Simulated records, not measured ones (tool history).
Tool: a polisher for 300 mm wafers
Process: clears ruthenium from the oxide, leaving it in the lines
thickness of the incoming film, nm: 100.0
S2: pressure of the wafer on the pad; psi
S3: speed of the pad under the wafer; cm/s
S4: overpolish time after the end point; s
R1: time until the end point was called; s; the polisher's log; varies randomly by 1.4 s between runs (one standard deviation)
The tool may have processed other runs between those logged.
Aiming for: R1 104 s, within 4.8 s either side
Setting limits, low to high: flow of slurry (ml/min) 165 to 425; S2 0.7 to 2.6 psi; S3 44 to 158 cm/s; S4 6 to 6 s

run 1 day=0 | flow_of_slurry_(ml/min)=275 S2=1.6 S3=100 S4=6 | R1=135.78
run 2 day=0.079 | flow_of_slurry_(ml/min)=275 S2=1.6 S3=78 S4=6 | R1=174.16
run 3 day=0.162 | flow_of_slurry_(ml/min)=275 S2=1.8 S3=78 S4=6 | R1=152.6
run 4 day=0.5 | flow_of_slurry_(ml/min)=275 S2=2.1 S3=78 S4=6 | R1=133.5
run 5 day=0.85 | flow_of_slurry_(ml/min)=275 S2=2.1 S3=56 S4=6 | R1=181.22
run 6 day=1.096 | flow_of_slurry_(ml/min)=275 S2=1.9 S3=56 S4=6 | R1=202.47
-- day=1.412 worn pad replaced by a new one
run 7 day=1.412 | flow_of_slurry_(ml/min)=275 S2=2.1 S3=62 S4=6 | R1=154.2
run 8 day=1.688 | flow_of_slurry_(ml/min)=275 S2=2.2 S3=64 S4=6 | R1=138.8
run 9 day=1.996 | flow_of_slurry_(ml/min)=275 S2=2.3 S3=64 S4=6 | R1=133.05
run 10 day=2.083 | flow_of_slurry_(ml/min)=275 S2=2.4 S3=64 S4=6 | R1=125.89
run 11 day=2.325 | flow_of_slurry_(ml/min)=275 S2=2.5 S3=66 S4=6 | R1=118.5
run 12 day=2.483 | flow_of_slurry_(ml/min)=275 S2=2.5 S3=68 S4=6 | R1=116.5
run 13 day=2.817 | flow_of_slurry_(ml/min)=275 S2=2.5 S3=70 S4=6 | R1=114.67
run 14 day=3.104 | flow_of_slurry_(ml/min)=275 S2=2.5 S3=72 S4=6 | R1=110.55

Below are 5 possible settings for the next run. Only one of them brings all results inside the allowed miss of their targets. Which is it?
run A day=3.392 | flow_of_slurry_(ml/min)=190 S2=2 S3=90 S4=6 | R1=?
run B day=3.392 | flow_of_slurry_(ml/min)=290 S2=2.5 S3=76 S4=6 | R1=?
run C day=3.392 | flow_of_slurry_(ml/min)=285 S2=2.6 S3=60 S4=6 | R1=?
run D day=3.392 | flow_of_slurry_(ml/min)=270 S2=2.4 S3=70 S4=6 | R1=?
run E day=3.392 | flow_of_slurry_(ml/min)=270 S2=2.6 S3=62 S4=6 | R1=?

move=A R1=114.55
move=B R1=103.07
move=C R1=124.54
move=D R1=116.9
move=E R1=121.36
A: lands further from the targets than the last run did
B: all results land within tolerance of their targets
C: lands further from the targets than the last run did
D: lands further from the targets than the last run did
E: lands further from the targets than the last run did
The move that meets every target is B.
